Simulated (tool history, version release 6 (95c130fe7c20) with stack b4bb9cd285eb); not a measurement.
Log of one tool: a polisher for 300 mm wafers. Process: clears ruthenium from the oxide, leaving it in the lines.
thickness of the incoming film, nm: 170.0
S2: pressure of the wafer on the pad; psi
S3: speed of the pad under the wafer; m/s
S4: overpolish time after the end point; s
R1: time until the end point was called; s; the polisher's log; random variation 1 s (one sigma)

Run 1, hour 0: flow of slurry (ml/min) 150, S2 2.6 psi, S3 1.28 m/s, S4 8 s. Result: R1 109.03 s.
Run 2, hour 6: flow of slurry (ml/min) 150, S2 2.6 psi, S3 1.28 m/s, S4 8 s. Result: R1 109.15 s.
Run 3, hour 14.1: flow of slurry (ml/min) 150, S2 2.6 psi, S3 1.28 m/s, S4 6 s. Result: R1 106.97 s.
Run 4, hour 18: flow of slurry (ml/min) 185, S2 2.6 psi, S3 1.28 m/s, S4 6 s. Result: R1 101.11 s.
Run 5, hour 23.7: flow of slurry (ml/min) 185, S2 2.2 psi, S3 1.28 m/s, S4 6 s. Result: R1 118.78 s.
Run 6, hour 31.4: flow of slurry (ml/min) 185, S2 2.6 psi, S3 1.3 m/s, S4 6 s. Result: R1 100.71 s.

The next listed run, before its measurement:
Run 7, hour 37.3: flow of slurry (ml/min) 190, S2 3.3 psi, S3 1.48 m/s, S4 6 s. Result: R1 ?.

{"run 7": {"R1": 71.217}}
